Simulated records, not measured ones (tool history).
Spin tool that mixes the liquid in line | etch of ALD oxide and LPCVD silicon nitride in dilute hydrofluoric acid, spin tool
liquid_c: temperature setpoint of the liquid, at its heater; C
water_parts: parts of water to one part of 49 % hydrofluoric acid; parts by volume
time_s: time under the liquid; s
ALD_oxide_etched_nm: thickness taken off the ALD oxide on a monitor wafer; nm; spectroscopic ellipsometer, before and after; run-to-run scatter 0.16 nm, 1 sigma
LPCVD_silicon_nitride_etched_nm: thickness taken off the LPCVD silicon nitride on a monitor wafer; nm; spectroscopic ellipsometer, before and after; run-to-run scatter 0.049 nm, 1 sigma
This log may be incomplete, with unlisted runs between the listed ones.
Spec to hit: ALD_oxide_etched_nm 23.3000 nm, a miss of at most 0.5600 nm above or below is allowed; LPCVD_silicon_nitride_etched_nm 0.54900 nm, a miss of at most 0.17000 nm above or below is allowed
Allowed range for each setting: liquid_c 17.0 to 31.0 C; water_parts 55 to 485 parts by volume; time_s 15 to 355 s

run  hour  liquid_c  water_parts  time_s  ALD_oxide_etched_nm  LPCVD_silicon_nitride_etched_nm
  1   0.0      23.0          270     180               9.8939                          0.33732
  2   3.4      24.0          250     180              11.2810                          0.40783
  3  10.8      24.5          230     180              12.6760                          0.38839
  4  16.1      24.5          230     110               7.7316                          0.26107
  5  23.0      22.5          230     110               7.1464                          0.22022
  6  24.0      22.5          320     110               4.7267                          0.14533
  7  28.6      23.5          280     110               5.8828                          0.20306
  8  33.4      24.0          245     115               7.3403                          0.23654
  9  39.7      25.0          215     115               9.0196                          0.27498
 10  44.8      26.0          195     115              10.6150                          0.32733
 11  47.2      26.5          180     115              11.7720                          0.34907
 12  49.7      30.5           70     115              41.2960                          1.33550
 13  52.5      26.5           70     115              35.6550                          0.97443
 14  60.2      25.5           75     115              31.4920                          0.77589
 15  61.4      21.5           90     115              21.7090                          0.52180

Which one of the following 5 next-run settings gets every result inside its allowed miss? There is exactly one.
  A  62.6      18.5          140     230                    ?                                ?
  B  62.6      25.0          155     185                    ?                                ?
  C  62.6      31.0          230     280                    ?                                ?
  D  62.6      19.5           75     115                    ?                                ?
  E  62.6      19.0          150     225                    ?                                ?

move  ALD_oxide_etched_nm  LPCVD_silicon_nitride_etched_nm
   A              23.4100                          0.50242
   B              21.5040                          0.55981
   C              24.6050                          0.81838
   D              24.5590                          0.49350
   E              21.5690                          0.47546
A: meets every target
B: its largest miss is bigger than the last run's
C: the result that was furthest off in the last run now lies on the other side of its target
D: the result that was furthest off in the last run now lies on the other side of its target
E: its largest miss is bigger than the last run's
Correct choice: A, which meets every target
